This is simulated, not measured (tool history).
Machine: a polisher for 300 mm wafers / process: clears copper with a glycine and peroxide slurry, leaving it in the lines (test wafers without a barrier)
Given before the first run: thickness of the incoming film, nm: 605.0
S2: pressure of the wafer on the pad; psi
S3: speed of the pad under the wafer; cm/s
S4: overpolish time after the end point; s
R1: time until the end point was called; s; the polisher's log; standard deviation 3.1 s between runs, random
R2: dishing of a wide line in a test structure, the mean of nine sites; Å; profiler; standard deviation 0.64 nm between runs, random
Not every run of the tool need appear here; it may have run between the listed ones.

Run 1, hour 0: flow of slurry (ml/min) 130, S2 1.8 psi, S3 130 cm/s, S4 23 s. Result: R1 112.19 s, R2 627.56 Å.
Run 2, hour 5.3: flow of slurry (ml/min) 125, S2 1.6 psi, S3 126 cm/s, S4 25 s. Result: R1 124.03 s, R2 617.08 Å.
Run 3, hour 7.8: flow of slurry (ml/min) 125, S2 1.4 psi, S3 120 cm/s, S4 27 s. Result: R1 136.98 s, R2 593.58 Å.
Run 4, hour 14: flow of slurry (ml/min) 120, S2 1.3 psi, S3 114 cm/s, S4 29 s. Result: R1 151.16 s, R2 584.68 Å.
Run 5, hour 20.8: flow of slurry (ml/min) 135, S2 1.3 psi, S3 114 cm/s, S4 29 s. Result: R1 144.68 s, R2 603.01 Å.
Run 6, hour 28.3: flow of slurry (ml/min) 130, S2 1.2 psi, S3 110 cm/s, S4 30 s. Result: R1 158.03 s, R2 589.87 Å.

Forecast run 7:
Run 7, hour 32.7: flow of slurry (ml/min) 125, S2 1.1 psi, S3 108 cm/s, S4 31 s. Result: R1 ?, R2 ?.

R1: 167.78 s
R2: 585.54 Å

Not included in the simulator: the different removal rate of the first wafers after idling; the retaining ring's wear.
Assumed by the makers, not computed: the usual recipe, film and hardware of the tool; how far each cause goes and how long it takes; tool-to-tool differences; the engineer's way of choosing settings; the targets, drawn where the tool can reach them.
